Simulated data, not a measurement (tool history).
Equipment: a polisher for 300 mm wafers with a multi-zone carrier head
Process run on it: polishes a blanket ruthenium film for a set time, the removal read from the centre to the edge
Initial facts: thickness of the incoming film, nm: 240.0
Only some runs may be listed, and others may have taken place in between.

run	day	flow of slurry (ml/min)	pressure of the head's centre zone	pressure of the head's middle zone	pressure of the head's edge zone	polishing time (s)	film removed at the wafer's centre (angstrom)	film removed at mid-radius (angstrom)	film removed at the wafer's edge (angstrom)
1	0.000	215	1.00	1.00	1.00	63	668.31	675.63	689.15
2	0.125	215	1.00	1.00	0.92	63	665.60	657.69	654.85
3	0.308	210	1.01	0.97	0.90	57	590.65	601.06	590.87
4	0.588	210	1.01	1.04	0.90	57	599.64	639.32	589.19
5	0.638	210	0.94	1.04	0.90	57	598.13	631.64	590.96
6	0.733	245	1.00	0.98	0.88	52	572.46	553.52	538.10
7	0.929	260	1.00	0.94	0.87	49	540.78	513.00	505.71

Run 8 has not been measured yet. What should we expect?
8	1.200	275	1.02	0.90	0.87	47	?	?	?

Run 8 measured film removed at the wafer's centre (angstrom) 520.55, film removed at mid-radius (angstrom) 490.69, film removed at the wafer's edge (angstrom) 490.95.
